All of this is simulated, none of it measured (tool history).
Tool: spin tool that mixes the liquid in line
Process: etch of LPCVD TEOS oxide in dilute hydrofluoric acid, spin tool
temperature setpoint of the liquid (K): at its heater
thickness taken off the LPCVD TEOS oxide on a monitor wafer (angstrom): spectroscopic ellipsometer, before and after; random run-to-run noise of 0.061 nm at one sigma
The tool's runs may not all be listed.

run	day	temperature setpoint of the liquid (K)	parts of water to one part of 49 % hydrofluoric acid (parts by volume)	time under the liquid (s)	thickness taken off the LPCVD TEOS oxide on a monitor wafer (angstrom)
1	0	296.15	155	45	51.122
2	0.183	297.15	155	45	54.37
3	0.496	298.15	155	45	55.282
4	0.571	298.15	155	45	55.871
5	0.629	299.15	155	45	58.12
6	0.758	300.15	155	45	59.735
7	0.838	304.15	140	45	78.241
# day 0.883: hydrofluoric acid flow meter replaced
8	0.883	303.15	140	45	66.844

What does the tool deliver on the next run?
9	1.058	303.15	135	45	?

thickness taken off the LPCVD TEOS oxide on a monitor wafer (angstrom): 69.315

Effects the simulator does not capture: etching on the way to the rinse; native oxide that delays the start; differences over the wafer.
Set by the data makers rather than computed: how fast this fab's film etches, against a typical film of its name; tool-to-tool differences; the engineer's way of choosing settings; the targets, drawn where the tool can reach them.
